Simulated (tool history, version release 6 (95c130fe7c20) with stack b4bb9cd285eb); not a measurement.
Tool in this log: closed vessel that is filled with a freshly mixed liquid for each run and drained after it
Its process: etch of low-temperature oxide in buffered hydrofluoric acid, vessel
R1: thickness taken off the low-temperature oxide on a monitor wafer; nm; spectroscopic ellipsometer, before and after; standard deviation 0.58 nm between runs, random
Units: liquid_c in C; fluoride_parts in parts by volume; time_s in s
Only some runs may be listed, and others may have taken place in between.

Run 1, hour 0: liquid_c 23 C, fluoride_parts 15.5 parts by volume, time_s 30 s. Result: R1 39.268 nm.
Run 2, hour 6.6: liquid_c 24 C, fluoride_parts 15 parts by volume, time_s 30 s. Result: R1 43.072 nm.
Run 3, hour 12.3: liquid_c 24 C, fluoride_parts 18.5 parts by volume, time_s 30 s. Result: R1 34.951 nm.
Run 4, hour 15.2: liquid_c 25 C, fluoride_parts 17.5 parts by volume, time_s 30 s. Result: R1 39.11 nm.
Run 5, hour 23.6: liquid_c 25 C, fluoride_parts 14 parts by volume, time_s 30 s. Result: R1 48.56 nm.
Run 6, hour 27.1: liquid_c 26 C, fluoride_parts 13.5 parts by volume, time_s 30 s. Result: R1 52.716 nm.
Run 7, hour 28.3: liquid_c 26.5 C, fluoride_parts 13 parts by volume, time_s 30 s. Result: R1 56.41 nm.

Forecast run 8:
Run 8, hour 34.7: liquid_c 27 C, fluoride_parts 13 parts by volume, time_s 30 s. Result: R1 ?.

{"run 8": {"R1": 58.615}}
